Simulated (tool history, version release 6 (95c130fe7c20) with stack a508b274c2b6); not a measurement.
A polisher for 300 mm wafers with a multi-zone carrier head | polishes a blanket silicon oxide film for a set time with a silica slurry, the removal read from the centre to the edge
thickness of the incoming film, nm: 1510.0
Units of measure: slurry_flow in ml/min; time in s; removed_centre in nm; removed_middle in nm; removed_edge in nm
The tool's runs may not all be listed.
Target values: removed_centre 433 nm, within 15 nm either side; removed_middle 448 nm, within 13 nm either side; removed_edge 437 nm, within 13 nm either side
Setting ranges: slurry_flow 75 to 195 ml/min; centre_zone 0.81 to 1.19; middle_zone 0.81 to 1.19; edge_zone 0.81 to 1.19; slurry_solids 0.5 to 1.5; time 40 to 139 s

run,hour,slurry_flow,centre_zone,middle_zone,edge_zone,slurry_solids,time,removed_centre,removed_middle,removed_edge
1,0,125,1,1,1,1,89,328.27,319.89,342.25
2,8.4,125,1,1,1,1,78,284.69,283.64,300.43
3,11.6,140,1.02,1.04,1.04,1.15,78,327.72,321.37,334.29
4,16.3,150,1.02,1.07,1.07,1.25,78,342.91,348.96,356.17
5,18.8,165,1.02,1.07,1.07,1.25,78,357.55,355.25,365
6,22.9,165,1.02,1.07,1.14,1.25,78,345.25,356.14,379.09
7,26,170,1.04,1.1,1.15,1.3,78,370.78,375.4,384.72
8,29.8,175,1.04,1.11,1.16,1.35,79,381.71,391,396.79
9,36.2,180,1.04,1.12,1.16,1.4,80,398.21,407.36,413.37
10,43.3,180,1.04,1.13,1.16,1.45,80,403.43,415.51,420.07
11,44.5,180,1.04,1.13,1.16,1.45,80,397.95,417.56,409.43

Of the 5 settings listed for the next run, only one would bring every result within its allowed miss of target. Which one?
A,45.7,170,0.96,1.13,1.18,1.4,82,?,?,?
B,45.7,195,1.03,1.13,1.16,1.5,83,?,?,?
C,45.7,175,0.85,0.97,1.19,1.45,85,?,?,?
D,45.7,190,0.89,1.19,1.08,1.5,81,?,?,?
E,45.7,190,1.07,1.14,1.16,1.45,77,?,?,?

move,removed_centre,removed_middle,removed_edge
A,374.49,416.65,418.6
B,433.4,446.93,440.82
C,350.44,390.06,444.73
D,362.75,452.79,412.76
E,409.96,410,402.22
A: lands further from the targets than the last run did
B: hits every target within its allowed miss
C: lands further from the targets than the last run did
D: meets the target for the result that was furthest off, but another lies outside its allowed miss
E: lands further from the targets than the last run did
The move that meets every target is B.
